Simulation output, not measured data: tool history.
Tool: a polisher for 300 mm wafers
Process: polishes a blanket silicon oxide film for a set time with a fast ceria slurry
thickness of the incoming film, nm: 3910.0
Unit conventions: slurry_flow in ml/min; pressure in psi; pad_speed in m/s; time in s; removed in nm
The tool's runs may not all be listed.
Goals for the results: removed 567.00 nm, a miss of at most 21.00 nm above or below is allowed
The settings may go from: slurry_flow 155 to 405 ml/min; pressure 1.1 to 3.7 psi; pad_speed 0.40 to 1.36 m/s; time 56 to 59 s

run 1 hour=0.0 | slurry_flow=260 pressure=2.4 pad_speed=0.88 time=56 | removed=716.82
run 2 hour=3.1 | slurry_flow=260 pressure=2.4 pad_speed=0.88 time=59 | removed=757.09
run 3 hour=12.0 | slurry_flow=260 pressure=2.2 pad_speed=0.88 time=59 | removed=706.19
run 4 hour=16.0 | slurry_flow=260 pressure=2.2 pad_speed=0.88 time=56 | removed=653.22
run 5 hour=17.6 | slurry_flow=225 pressure=2.2 pad_speed=0.88 time=56 | removed=654.63
run 6 hour=18.3 | slurry_flow=225 pressure=2.2 pad_speed=1.06 time=56 | removed=788.52
run 7 hour=20.6 | slurry_flow=225 pressure=2.0 pad_speed=1.06 time=56 | removed=742.42
run 8 hour=22.5 | slurry_flow=225 pressure=1.8 pad_speed=1.06 time=56 | removed=695.91
run 9 hour=26.4 | slurry_flow=225 pressure=1.6 pad_speed=1.06 time=56 | removed=637.14

Which single option among these 5 for the next run brings every result within its allowed miss of target? Just one does.
run A hour=30.3 | slurry_flow=215 pressure=1.4 pad_speed=1.14 time=56 | removed=?
run B hour=30.3 | slurry_flow=155 pressure=1.1 pad_speed=1.16 time=56 | removed=?
run C hour=30.3 | slurry_flow=175 pressure=1.4 pad_speed=1.14 time=56 | removed=?
run D hour=30.3 | slurry_flow=185 pressure=1.6 pad_speed=0.98 time=56 | removed=?
run E hour=30.3 | slurry_flow=230 pressure=1.5 pad_speed=1.10 time=56 | removed=?

move=A removed=625.83
move=B removed=527.70
move=C removed=609.71
move=D removed=577.44
move=E removed=636.20
A: an improvement on the last run, though not all results are within tolerance
B: the result that was furthest off in the last run now lies on the other side of its target
C: an improvement on the last run, though not all results are within tolerance
D: all results land within tolerance of their targets
E: about the same distance from the targets as the last run
Answer: D
